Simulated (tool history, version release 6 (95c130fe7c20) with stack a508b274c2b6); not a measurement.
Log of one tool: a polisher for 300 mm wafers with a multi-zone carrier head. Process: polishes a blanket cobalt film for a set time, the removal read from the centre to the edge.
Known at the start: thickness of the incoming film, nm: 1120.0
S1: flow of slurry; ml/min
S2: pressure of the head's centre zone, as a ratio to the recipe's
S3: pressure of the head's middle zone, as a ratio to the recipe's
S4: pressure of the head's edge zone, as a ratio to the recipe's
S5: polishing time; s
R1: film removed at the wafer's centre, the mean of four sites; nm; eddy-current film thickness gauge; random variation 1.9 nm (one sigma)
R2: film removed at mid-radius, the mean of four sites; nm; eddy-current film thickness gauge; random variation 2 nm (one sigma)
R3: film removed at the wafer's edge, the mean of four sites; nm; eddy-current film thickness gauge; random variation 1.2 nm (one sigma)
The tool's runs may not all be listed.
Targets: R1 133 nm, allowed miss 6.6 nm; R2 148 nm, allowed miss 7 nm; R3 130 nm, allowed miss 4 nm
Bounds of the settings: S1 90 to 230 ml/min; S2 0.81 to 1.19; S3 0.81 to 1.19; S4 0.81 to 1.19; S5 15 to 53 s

{"run": 1, "hour": 0.0, "S1": 150, "S2": 1, "S3": 1, "S4": 1, "S5": 34, "R1": 118.05, "R2": 118.68, "R3": 122.08}
{"run": 2, "hour": 2.1, "S1": 135, "S2": 1, "S3": 1, "S4": 1, "S5": 34, "R1": 119.07, "R2": 116.85, "R3": 118.96}
{"run": 3, "hour": 2.9, "S1": 140, "S2": 1.01, "S3": 1.03, "S4": 1, "S5": 34, "R1": 121.39, "R2": 124.61, "R3": 120.26}
{"run": 4, "hour": 5.8, "S1": 165, "S2": 1.01, "S3": 1.03, "S4": 1, "S5": 34, "R1": 121.85, "R2": 122.8, "R3": 123.46}
{"run": 5, "hour": 14.7, "S1": 165, "S2": 1.01, "S3": 1.03, "S4": 1.06, "S5": 34, "R1": 126.84, "R2": 125.43, "R3": 126.89}
{"run": 6, "hour": 19.9, "S1": 165, "S2": 1.01, "S3": 1.03, "S4": 1.06, "S5": 40, "R1": 146.08, "R2": 147.02, "R3": 147.54}
{"run": 7, "hour": 21.2, "S1": 160, "S2": 1.01, "S3": 1.04, "S4": 1.04, "S5": 40, "R1": 145.63, "R2": 148.48, "R3": 144.06}
{"run": 8, "hour": 23.8, "S1": 155, "S2": 1.01, "S3": 1.05, "S4": 1.03, "S5": 40, "R1": 140.18, "R2": 145.63, "R3": 142.46}
{"run": 9, "hour": 31.4, "S1": 150, "S2": 1.02, "S3": 1.06, "S4": 1.02, "S5": 40, "R1": 144.15, "R2": 146.07, "R3": 143.32}

5 next moves are on the table. One of them brings every result within its allowed miss. Which?
{"run": "A", "hour": 39.0, "S1": 135, "S2": 1.08, "S3": 1.06, "S4": 0.93, "S5": 40, "R1": "?", "R2": "?", "R3": "?"}
{"run": "B", "hour": 39.0, "S1": 135, "S2": 1, "S3": 1.05, "S4": 1.1, "S5": 40, "R1": "?", "R2": "?", "R3": "?"}
{"run": "C", "hour": 39.0, "S1": 170, "S2": 1, "S3": 0.91, "S4": 1.02, "S5": 44, "R1": "?", "R2": "?", "R3": "?"}
{"run": "D", "hour": 39.0, "S1": 110, "S2": 0.93, "S3": 1, "S4": 1.06, "S5": 45, "R1": "?", "R2": "?", "R3": "?"}
{"run": "E", "hour": 39.0, "S1": 175, "S2": 1.05, "S3": 1.19, "S4": 1.05, "S5": 35, "R1": "?", "R2": "?", "R3": "?"}

move=A R1=149.3 R2=146.09 R3=134.89
move=B R1=138.15 R2=144.94 R3=146.37
move=C R1=158.5 R2=146.88 R3=159.7
move=D R1=138.08 R2=150.46 R3=157.33
move=E R1=133.34 R2=147.33 R3=128.78
A: nearer than the last run, and not there yet
B: further off than the last run
C: further off than the last run
D: further off than the last run
E: meets every target
The right move is E.
